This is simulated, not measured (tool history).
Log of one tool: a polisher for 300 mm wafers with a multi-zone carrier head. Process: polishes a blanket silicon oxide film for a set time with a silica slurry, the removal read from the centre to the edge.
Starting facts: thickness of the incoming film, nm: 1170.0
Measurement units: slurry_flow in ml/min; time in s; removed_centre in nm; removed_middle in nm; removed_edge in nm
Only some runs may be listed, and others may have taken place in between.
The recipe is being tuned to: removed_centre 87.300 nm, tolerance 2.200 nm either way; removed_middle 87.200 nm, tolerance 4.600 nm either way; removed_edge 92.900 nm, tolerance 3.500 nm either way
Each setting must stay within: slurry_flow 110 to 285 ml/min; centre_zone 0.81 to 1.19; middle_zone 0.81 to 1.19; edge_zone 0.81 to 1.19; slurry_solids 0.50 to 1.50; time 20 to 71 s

{"run": 1, "day": 0.0, "slurry_flow": 180, "centre_zone": 1.0, "middle_zone": 1.0, "edge_zone": 1.0, "slurry_solids": 1.0, "time": 45, "removed_centre": 197.87, "removed_middle": 194.52, "removed_edge": 194.5}
{"run": 2, "day": 0.058, "slurry_flow": 180, "centre_zone": 1.0, "middle_zone": 1.0, "edge_zone": 1.03, "slurry_solids": 1.0, "time": 45, "removed_centre": 199.73, "removed_middle": 191.94, "removed_edge": 200.14}
{"run": 3, "day": 0.221, "slurry_flow": 175, "centre_zone": 0.98, "middle_zone": 0.98, "edge_zone": 1.01, "slurry_solids": 0.9, "time": 42, "removed_centre": 169.45, "removed_middle": 171.2, "removed_edge": 172.66}
{"run": 4, "day": 0.367, "slurry_flow": 175, "centre_zone": 0.98, "middle_zone": 0.98, "edge_zone": 1.06, "slurry_solids": 0.9, "time": 42, "removed_centre": 167.84, "removed_middle": 168.48, "removed_edge": 176.1}
{"run": 5, "day": 0.742, "slurry_flow": 175, "centre_zone": 0.98, "middle_zone": 0.98, "edge_zone": 1.01, "slurry_solids": 0.9, "time": 42, "removed_centre": 168.12, "removed_middle": 165.48, "removed_edge": 171.48}
{"run": 6, "day": 1.075, "slurry_flow": 170, "centre_zone": 0.97, "middle_zone": 0.96, "edge_zone": 0.98, "slurry_solids": 0.85, "time": 40, "removed_centre": 150.23, "removed_middle": 152.43, "removed_edge": 154.43}
{"run": 7, "day": 1.233, "slurry_flow": 165, "centre_zone": 0.97, "middle_zone": 0.94, "edge_zone": 0.97, "slurry_solids": 0.8, "time": 39, "removed_centre": 139.08, "removed_middle": 136.42, "removed_edge": 142.98}
{"run": 8, "day": 1.433, "slurry_flow": 160, "centre_zone": 0.96, "middle_zone": 0.93, "edge_zone": 0.95, "slurry_solids": 0.75, "time": 38, "removed_centre": 125.91, "removed_middle": 127.22, "removed_edge": 130.79}
{"run": 9, "day": 1.471, "slurry_flow": 155, "centre_zone": 0.95, "middle_zone": 0.91, "edge_zone": 0.93, "slurry_solids": 0.7, "time": 38, "removed_centre": 117.51, "removed_middle": 115.72, "removed_edge": 120.01}
{"run": 10, "day": 1.608, "slurry_flow": 115, "centre_zone": 0.85, "middle_zone": 0.81, "edge_zone": 0.83, "slurry_solids": 0.6, "time": 38, "removed_centre": 80.532, "removed_middle": 87.457, "removed_edge": 93.301}
{"run": 11, "day": 1.704, "slurry_flow": 120, "centre_zone": 0.86, "middle_zone": 0.81, "edge_zone": 0.83, "slurry_solids": 0.6, "time": 38, "removed_centre": 82.67, "removed_middle": 88.024, "removed_edge": 93.183}
{"run": 12, "day": 1.975, "slurry_flow": 150, "centre_zone": 0.92, "middle_zone": 0.81, "edge_zone": 0.87, "slurry_solids": 0.5, "time": 38, "removed_centre": 74.667, "removed_middle": 71.394, "removed_edge": 76.98}
{"run": 13, "day": 2.171, "slurry_flow": 145, "centre_zone": 0.92, "middle_zone": 0.82, "edge_zone": 0.88, "slurry_solids": 0.5, "time": 38, "removed_centre": 73.558, "removed_middle": 71.448, "removed_edge": 77.192}
{"run": 14, "day": 2.429, "slurry_flow": 145, "centre_zone": 0.92, "middle_zone": 0.82, "edge_zone": 0.88, "slurry_solids": 0.5, "time": 38, "removed_centre": 73.405, "removed_middle": 72.608, "removed_edge": 76.724}
{"run": 15, "day": 2.742, "slurry_flow": 150, "centre_zone": 0.92, "middle_zone": 0.83, "edge_zone": 0.9, "slurry_solids": 0.5, "time": 38, "removed_centre": 74.443, "removed_middle": 72.148, "removed_edge": 78.368}
{"run": 16, "day": 2.838, "slurry_flow": 150, "centre_zone": 0.92, "middle_zone": 0.84, "edge_zone": 0.91, "slurry_solids": 0.5, "time": 38, "removed_centre": 74.807, "removed_middle": 73.547, "removed_edge": 79.02}
{"run": 17, "day": 3.088, "slurry_flow": 145, "centre_zone": 0.93, "middle_zone": 0.85, "edge_zone": 0.92, "slurry_solids": 0.5, "time": 38, "removed_centre": 74.884, "removed_middle": 71.786, "removed_edge": 77.073}
{"run": 18, "day": 3.358, "slurry_flow": 160, "centre_zone": 0.93, "middle_zone": 0.85, "edge_zone": 0.92, "slurry_solids": 0.5, "time": 38, "removed_centre": 77.23, "removed_middle": 75.762, "removed_edge": 80.199}
{"run": 19, "day": 3.65, "slurry_flow": 160, "centre_zone": 0.93, "middle_zone": 0.86, "edge_zone": 0.93, "slurry_solids": 0.5, "time": 38, "removed_centre": 76.265, "removed_middle": 74.588, "removed_edge": 81.169}
{"run": 20, "day": 3.788, "slurry_flow": 165, "centre_zone": 0.93, "middle_zone": 0.87, "edge_zone": 0.93, "slurry_solids": 0.5, "time": 38, "removed_centre": 78.208, "removed_middle": 75.788, "removed_edge": 80.212}
{"run": 21, "day": 3.879, "slurry_flow": 160, "centre_zone": 0.93, "middle_zone": 0.88, "edge_zone": 0.94, "slurry_solids": 0.5, "time": 38, "removed_centre": 76.629, "removed_middle": 76.168, "removed_edge": 81.977}
{"run": 22, "day": 4.096, "slurry_flow": 160, "centre_zone": 0.94, "middle_zone": 0.89, "edge_zone": 0.95, "slurry_solids": 0.5, "time": 38, "removed_centre": 77.522, "removed_middle": 77.659, "removed_edge": 80.94}
{"run": 23, "day": 4.158, "slurry_flow": 170, "centre_zone": 0.94, "middle_zone": 0.89, "edge_zone": 0.95, "slurry_solids": 0.5, "time": 38, "removed_centre": 78.032, "removed_middle": 77.538, "removed_edge": 81.491}
{"run": 24, "day": 4.275, "slurry_flow": 220, "centre_zone": 0.97, "middle_zone": 0.95, "edge_zone": 1.05, "slurry_solids": 0.6, "time": 38, "removed_centre": 107.81, "removed_middle": 106.2, "removed_edge": 112.45}
{"run": 25, "day": 4.596, "slurry_flow": 210, "centre_zone": 0.96, "middle_zone": 0.94, "edge_zone": 1.03, "slurry_solids": 0.6, "time": 38, "removed_centre": 106.19, "removed_middle": 103.88, "removed_edge": 109.89}
{"run": 26, "day": 4.658, "slurry_flow": 210, "centre_zone": 0.96, "middle_zone": 0.94, "edge_zone": 1.03, "slurry_solids": 0.6, "time": 38, "removed_centre": 107.25, "removed_middle": 104.77, "removed_edge": 111.33}
{"run": 27, "day": 4.708, "slurry_flow": 160, "centre_zone": 0.87, "middle_zone": 0.85, "edge_zone": 0.93, "slurry_solids": 0.5, "time": 37, "removed_centre": 69.717, "removed_middle": 72.345, "removed_edge": 78.192}
{"run": 28, "day": 4.821, "slurry_flow": 175, "centre_zone": 0.87, "middle_zone": 0.86, "edge_zone": 0.94, "slurry_solids": 0.5, "time": 37, "removed_centre": 70.185, "removed_middle": 72.411, "removed_edge": 78.48}

Exercise: of the 4 proposed moves below, exactly one satisfies all targets within the stated allowed misses. Which move is it?
{"run": "A", "day": 4.933, "slurry_flow": 160, "centre_zone": 0.92, "middle_zone": 0.83, "edge_zone": 0.98, "slurry_solids": 0.5, "time": 33, "removed_centre": "?", "removed_middle": "?", "removed_edge": "?"}
{"run": "B", "day": 4.933, "slurry_flow": 160, "centre_zone": 0.89, "middle_zone": 0.81, "edge_zone": 0.86, "slurry_solids": 0.55, "time": 40, "removed_centre": "?", "removed_middle": "?", "removed_edge": "?"}
{"run": "C", "day": 4.933, "slurry_flow": 150, "centre_zone": 0.82, "middle_zone": 0.87, "edge_zone": 0.85, "slurry_solids": 0.75, "time": 31, "removed_centre": "?", "removed_middle": "?", "removed_edge": "?"}
{"run": "D", "day": 4.933, "slurry_flow": 205, "centre_zone": 1.09, "middle_zone": 1.11, "edge_zone": 0.83, "slurry_solids": 0.5, "time": 33, "removed_centre": "?", "removed_middle": "?", "removed_edge": "?"}

move=A removed_centre=65.577 removed_middle=66.066 removed_edge=70.672
move=B removed_centre=88.330 removed_middle=90.990 removed_edge=93.482
move=C removed_centre=86.905 removed_middle=100.820 removed_edge=99.923
move=D removed_centre=81.784 removed_middle=80.088 removed_edge=68.204
A: lands further from the targets than the last run did
B: meets every target
C: the worst result of the last run now meets its target, but another is out of spec
D: nearer than the last run, and not there yet
So the answer is move B, the one that meets all the targets.
